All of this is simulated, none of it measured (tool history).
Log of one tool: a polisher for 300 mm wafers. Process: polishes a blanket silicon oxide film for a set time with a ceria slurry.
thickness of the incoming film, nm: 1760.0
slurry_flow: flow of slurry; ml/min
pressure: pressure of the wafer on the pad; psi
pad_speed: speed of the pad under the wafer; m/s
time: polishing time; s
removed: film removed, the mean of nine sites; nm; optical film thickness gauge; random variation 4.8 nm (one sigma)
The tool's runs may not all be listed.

run	day	slurry_flow	pressure	pad_speed	time	removed
1	0	195	4.1	1.2	96	643.62
2	0.146	195	4.9	1.2	96	782.21
3	0.371	195	4.9	1.5	96	1001.1
4	0.55	160	4.9	1.5	96	926.8
5	0.612	190	4.9	1.5	96	973.66
6	0.817	190	4.9	1.5	100	1017.2
7	0.933	185	4.5	1.44	100	870.92

Forecast run 8:
8	1.071	180	4.2	1.4	100	?

Run 8 gave removed 779.97 nm.

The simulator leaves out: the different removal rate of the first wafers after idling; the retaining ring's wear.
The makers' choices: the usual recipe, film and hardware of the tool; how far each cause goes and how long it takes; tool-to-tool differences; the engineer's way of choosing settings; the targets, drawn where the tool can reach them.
